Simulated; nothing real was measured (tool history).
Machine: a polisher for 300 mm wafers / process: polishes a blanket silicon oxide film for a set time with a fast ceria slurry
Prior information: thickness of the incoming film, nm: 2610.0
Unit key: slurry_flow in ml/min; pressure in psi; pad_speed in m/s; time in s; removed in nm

{"run": 1, "hour": 0.0, "slurry_flow": 180, "pressure": 1.7, "pad_speed": 1.18, "time": 59, "removed": 655.73}
{"run": 2, "hour": 5.3, "slurry_flow": 180, "pressure": 1.7, "pad_speed": 1.4, "time": 59, "removed": 791.35}
{"run": 3, "hour": 9.4, "slurry_flow": 180, "pressure": 1.6, "pad_speed": 1.34, "time": 59, "removed": 704.41}
{"run": 4, "hour": 16.7, "slurry_flow": 180, "pressure": 1.6, "pad_speed": 1.34, "time": 62, "removed": 754.76}
{"run": 5, "hour": 21.6, "slurry_flow": 180, "pressure": 2.0, "pad_speed": 1.34, "time": 62, "removed": 900.42}
{"run": 6, "hour": 24.7, "slurry_flow": 180, "pressure": 2.2, "pad_speed": 1.34, "time": 62, "removed": 995.43}
{"run": 7, "hour": 30.5, "slurry_flow": 180, "pressure": 2.0, "pad_speed": 1.26, "time": 62, "removed": 865.59}
{"run": 8, "hour": 36.8, "slurry_flow": 180, "pressure": 1.8, "pad_speed": 1.18, "time": 62, "removed": 747.65}
{"run": 9, "hour": 43.0, "slurry_flow": 180, "pressure": 1.7, "pad_speed": 1.1, "time": 62, "removed": 639.35}

Forecast run 10:
{"run": 10, "hour": 45.3, "slurry_flow": 180, "pressure": 1.6, "pad_speed": 1.06, "time": 62, "removed": "?"}

For run 10 the tool returned removed 594.36 nm.
